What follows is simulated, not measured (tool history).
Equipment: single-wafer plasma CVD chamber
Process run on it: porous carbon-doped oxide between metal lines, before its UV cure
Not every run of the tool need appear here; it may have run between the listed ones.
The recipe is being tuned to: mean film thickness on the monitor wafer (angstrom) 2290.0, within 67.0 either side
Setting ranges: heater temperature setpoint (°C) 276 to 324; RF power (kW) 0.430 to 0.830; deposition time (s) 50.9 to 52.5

run  hour  heater temperature setpoint (°C)  RF power (kW)  deposition time (s)  mean film thickness on the monitor wafer (angstrom)
  1   0.0                               300          0.630                 50.9                                               2860.9
  2   5.4                               296          0.630                 50.9                                               2940.2
  3   8.1                               296          0.545                 50.9                                               2656.6
  4  11.6                               296          0.545                 50.9                                               2643.4
  5  13.6                               300          0.535                 50.9                                               2568.6
  6  16.5                               303          0.525                 50.9                                               2486.6
  7  18.7                               305          0.520                 50.9                                               2422.9
  8  25.2                               306          0.515                 50.9                                               2385.7

Consider the 5 candidate settings below. Which is the only one whose results all fall within their allowed miss of target?
  A  31.7                               305          0.540                 50.9                                                    ?
  B  31.7                               299          0.450                 51.1                                                    ?
  C  31.7                               303          0.525                 52.5                                                    ?
  D  31.7                               300          0.525                 50.9                                                    ?
  E  31.7                               305          0.530                 50.9                                                    ?

move  mean film thickness on the monitor wafer (angstrom)
   A                                               2487.2
   B                                               2284.1
   C                                               2547.0
   D                                               2518.6
   E                                               2455.7
A: misses by more than the last run did
B: hits every target within its allowed miss
C: misses by more than the last run did
D: misses by more than the last run did
E: misses by more than the last run did
Go with B: it meets all targets.
